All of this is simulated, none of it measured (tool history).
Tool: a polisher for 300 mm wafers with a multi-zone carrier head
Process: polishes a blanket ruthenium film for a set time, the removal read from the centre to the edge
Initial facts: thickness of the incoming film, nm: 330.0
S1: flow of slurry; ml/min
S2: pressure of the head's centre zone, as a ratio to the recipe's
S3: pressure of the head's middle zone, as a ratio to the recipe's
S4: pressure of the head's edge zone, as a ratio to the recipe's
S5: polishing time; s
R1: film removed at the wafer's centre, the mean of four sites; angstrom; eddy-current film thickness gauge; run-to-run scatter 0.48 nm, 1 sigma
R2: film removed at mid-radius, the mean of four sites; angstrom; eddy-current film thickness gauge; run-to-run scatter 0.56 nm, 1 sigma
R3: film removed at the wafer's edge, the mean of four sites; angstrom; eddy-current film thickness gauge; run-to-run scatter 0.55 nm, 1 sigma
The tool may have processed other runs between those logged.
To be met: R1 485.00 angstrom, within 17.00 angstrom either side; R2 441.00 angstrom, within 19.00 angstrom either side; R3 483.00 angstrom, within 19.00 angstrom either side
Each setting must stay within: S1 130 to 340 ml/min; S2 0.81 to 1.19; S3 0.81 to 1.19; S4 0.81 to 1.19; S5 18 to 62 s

run 1 hour=0.0 | S1=220 S2=1.00 S3=1.00 S4=1.00 S5=40 | R1=655.13 R2=638.40 R3=627.24
run 2 hour=2.1 | S1=185 S2=1.00 S3=1.00 S4=1.00 S5=40 | R1=641.89 R2=638.37 R3=612.37
run 3 hour=9.2 | S1=190 S2=0.99 S3=0.96 S4=0.99 S5=37 | R1=580.81 R2=558.47 R3=577.90
run 4 hour=16.9 | S1=185 S2=0.99 S3=0.94 S4=0.96 S5=35 | R1=543.88 R2=525.00 R3=539.40
run 5 hour=23.4 | S1=150 S2=0.99 S3=0.94 S4=0.96 S5=35 | R1=534.46 R2=513.87 R3=531.81
run 6 hour=27.6 | S1=150 S2=1.04 S3=0.94 S4=0.96 S5=35 | R1=564.53 R2=515.86 R3=532.10
run 7 hour=30.3 | S1=150 S2=1.03 S3=0.92 S4=0.95 S5=34 | R1=548.88 R2=487.78 R3=513.41
run 8 hour=33.9 | S1=150 S2=1.03 S3=0.92 S4=0.95 S5=34 | R1=545.87 R2=488.05 R3=512.26
run 9 hour=42.2 | S1=150 S2=1.01 S3=0.90 S4=0.94 S5=34 | R1=538.81 R2=485.01 R3=513.07
run 10 hour=46.2 | S1=150 S2=1.00 S3=0.89 S4=0.93 S5=33 | R1=501.65 R2=455.40 R3=482.36
run 11 hour=52.7 | S1=150 S2=0.99 S3=0.88 S4=0.94 S5=33 | R1=506.53 R2=460.56 R3=501.71

Below are 4 possible settings for the next run. Only one of them brings all results inside the allowed miss of their targets. Which is it?
run A hour=59.2 | S1=175 S2=0.98 S3=0.87 S4=0.96 S5=31 | R1=? R2=? R3=?
run B hour=59.2 | S1=140 S2=0.99 S3=0.84 S4=0.96 S5=35 | R1=? R2=? R3=?
run C hour=59.2 | S1=155 S2=1.16 S3=0.89 S4=0.90 S5=31 | R1=? R2=? R3=?
run D hour=59.2 | S1=220 S2=1.10 S3=1.00 S4=0.81 S5=31 | R1=? R2=? R3=?

move=A R1=478.51 R2=432.28 R3=472.90
move=B R1=528.43 R2=460.74 R3=523.08
move=C R1=557.59 R2=433.44 R3=453.70
move=D R1=553.96 R2=498.23 R3=445.57
A: every result lands within tolerance
B: the biggest miss grows against the last run
C: the biggest miss grows against the last run
D: the biggest miss grows against the last run
A meets every target.
